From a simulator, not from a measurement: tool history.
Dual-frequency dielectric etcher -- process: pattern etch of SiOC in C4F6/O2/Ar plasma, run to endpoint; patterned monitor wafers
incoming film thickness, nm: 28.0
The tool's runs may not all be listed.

run  hour  bias power (kW)  source power (kW)  endpoint time (s)
  1     0            0.467               0.44             8.9083
  2   8.9            0.435               0.41             9.3615
  3  14.5            0.435               0.47             8.8083
  4    19            0.504               0.47             8.2486
     26.7  -- bias power generator calibrated
  5  26.7            0.504               0.55               7.79
  6  29.9            0.504                0.6             7.5116

What will run 7 give?
  7  32.5            0.466               0.54                  ?

{"run 7": {"endpoint time (s)": 8.1396}}

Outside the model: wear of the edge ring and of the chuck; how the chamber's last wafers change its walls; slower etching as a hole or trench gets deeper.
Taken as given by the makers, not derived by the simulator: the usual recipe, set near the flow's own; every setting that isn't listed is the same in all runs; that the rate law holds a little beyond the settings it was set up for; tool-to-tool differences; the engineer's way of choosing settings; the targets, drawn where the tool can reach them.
